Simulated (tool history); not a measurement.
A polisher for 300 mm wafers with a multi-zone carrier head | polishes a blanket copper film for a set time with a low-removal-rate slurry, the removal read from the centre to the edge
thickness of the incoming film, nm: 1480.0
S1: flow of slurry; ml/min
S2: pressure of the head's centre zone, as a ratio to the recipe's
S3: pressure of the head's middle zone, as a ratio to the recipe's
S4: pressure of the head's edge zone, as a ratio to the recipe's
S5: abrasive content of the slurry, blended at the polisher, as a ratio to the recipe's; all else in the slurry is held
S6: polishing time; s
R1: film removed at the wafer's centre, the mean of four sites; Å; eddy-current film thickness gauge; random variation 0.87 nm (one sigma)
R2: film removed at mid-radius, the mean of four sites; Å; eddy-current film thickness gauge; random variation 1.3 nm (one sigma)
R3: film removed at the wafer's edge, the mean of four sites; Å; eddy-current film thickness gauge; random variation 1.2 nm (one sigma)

run,hour,S1,S2,S3,S4,S5,S6,R1,R2,R3
1,0.0,185,1.00,1.00,1.00,1.00,75,1976.0,2061.3,2027.1
2,2.0,180,0.98,1.01,0.96,0.85,69,1678.1,1802.7,1793.9
3,2.9,190,0.99,1.05,0.93,0.75,63,1515.1,1633.4,1584.0
4,8.0,190,0.99,1.05,0.93,0.95,63,1628.6,1750.0,1599.5
5,11.0,190,0.99,1.05,0.86,0.95,63,1620.1,1758.6,1587.7
6,16.7,195,0.98,1.08,0.86,0.85,59,1497.1,1628.1,1430.2

Run 7 comes next. What will it give?
7,20.4,195,0.96,1.09,0.86,0.75,58,?,?,?

R1: 1367.2 Å
R2: 1558.3 Å
R3: 1362.4 Å

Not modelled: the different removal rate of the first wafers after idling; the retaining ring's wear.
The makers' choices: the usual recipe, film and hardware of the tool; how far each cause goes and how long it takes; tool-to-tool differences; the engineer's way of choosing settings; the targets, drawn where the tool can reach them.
